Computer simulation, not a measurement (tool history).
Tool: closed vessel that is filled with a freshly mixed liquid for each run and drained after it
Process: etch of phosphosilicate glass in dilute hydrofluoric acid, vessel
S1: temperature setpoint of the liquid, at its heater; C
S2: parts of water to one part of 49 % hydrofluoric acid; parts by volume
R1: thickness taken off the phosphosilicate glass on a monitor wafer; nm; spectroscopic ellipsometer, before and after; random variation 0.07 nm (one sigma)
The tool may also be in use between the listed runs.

Run 1, hour 0.0: S1 22.0 C, S2 270 parts by volume, time in the liquid (s) 30. Result: R1 13.392 nm.
Run 2, hour 4.4: S1 21.0 C, S2 270 parts by volume, time in the liquid (s) 30. Result: R1 12.987 nm.
Run 3, hour 13.6: S1 21.0 C, S2 220 parts by volume, time in the liquid (s) 30. Result: R1 16.583 nm.
Run 4, hour 18.3: S1 20.0 C, S2 235 parts by volume, time in the liquid (s) 30. Result: R1 14.900 nm.
Run 5, hour 21.7: S1 19.5 C, S2 245 parts by volume, time in the liquid (s) 30. Result: R1 13.880 nm.
Run 6, hour 25.5: S1 19.0 C, S2 250 parts by volume, time in the liquid (s) 30. Result: R1 13.192 nm.
Run 7, hour 28.4: S1 19.0 C, S2 250 parts by volume, time in the liquid (s) 30. Result: R1 13.091 nm.
Run 8, hour 34.1: S1 18.5 C, S2 255 parts by volume, time in the liquid (s) 30. Result: R1 12.768 nm.
Run 9, hour 43.4: S1 18.0 C, S2 260 parts by volume, time in the liquid (s) 30. Result: R1 12.053 nm.
Run 10, hour 44.7: S1 18.0 C, S2 265 parts by volume, time in the liquid (s) 30. Result: R1 11.829 nm.
Run 11, hour 48.3: S1 17.5 C, S2 270 parts by volume, time in the liquid (s) 30. Result: R1 11.233 nm.

Forecast run 12:
Run 12, hour 56.0: S1 17.0 C, S2 270 parts by volume, time in the liquid (s) 30. Result: R1 ?.

R1: 11.173 nm
